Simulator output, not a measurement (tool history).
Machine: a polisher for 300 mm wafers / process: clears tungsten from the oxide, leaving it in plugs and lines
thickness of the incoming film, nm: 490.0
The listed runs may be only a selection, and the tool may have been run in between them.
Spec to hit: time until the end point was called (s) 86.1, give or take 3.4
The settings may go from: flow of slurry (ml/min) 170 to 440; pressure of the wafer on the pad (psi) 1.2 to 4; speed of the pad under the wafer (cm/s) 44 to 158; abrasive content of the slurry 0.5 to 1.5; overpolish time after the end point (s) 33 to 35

run	day	flow of slurry (ml/min)	pressure of the wafer on the pad (psi)	speed of the pad under the wafer (cm/s)	abrasive content of the slurry	overpolish time after the end point (s)	time until the end point was called (s)
1	0	280	2.6	100	1	33	119.03
2	0.05	280	2.6	100	1	33	118.89
3	0.304	330	2.6	100	1	33	116.47
4	0.421	330	2.6	100	1.15	33	111.14
5	0.525	330	2.7	100	1.15	33	105.99
6	0.729	270	2.7	100	1.15	33	109.18
7	0.883	270	2.8	100	1.15	33	106.68
8	1.175	275	2.9	100	1.15	33	105.57

Exercise: of the 5 proposed moves below, exactly one satisfies all targets within the stated allowed misses. Which move is it?
A	1.467	235	2.2	138	1.05	35	?
B	1.467	340	2.5	114	1.1	33	?
C	1.467	290	2.3	86	0.95	33	?
D	1.467	255	3.3	114	0.8	33	?
E	1.467	230	3.1	122	1.05	33	?

move	time until the end point was called (s)
A	96.436
B	101.22
C	149.26
D	94.381
E	86.129
A: closer than the last run, but not yet in spec
B: closer than the last run, but not yet in spec
C: moves away from the targets compared with the last run
D: closer than the last run, but not yet in spec
E: hits every target within its allowed miss
Correct choice: E, which meets every target

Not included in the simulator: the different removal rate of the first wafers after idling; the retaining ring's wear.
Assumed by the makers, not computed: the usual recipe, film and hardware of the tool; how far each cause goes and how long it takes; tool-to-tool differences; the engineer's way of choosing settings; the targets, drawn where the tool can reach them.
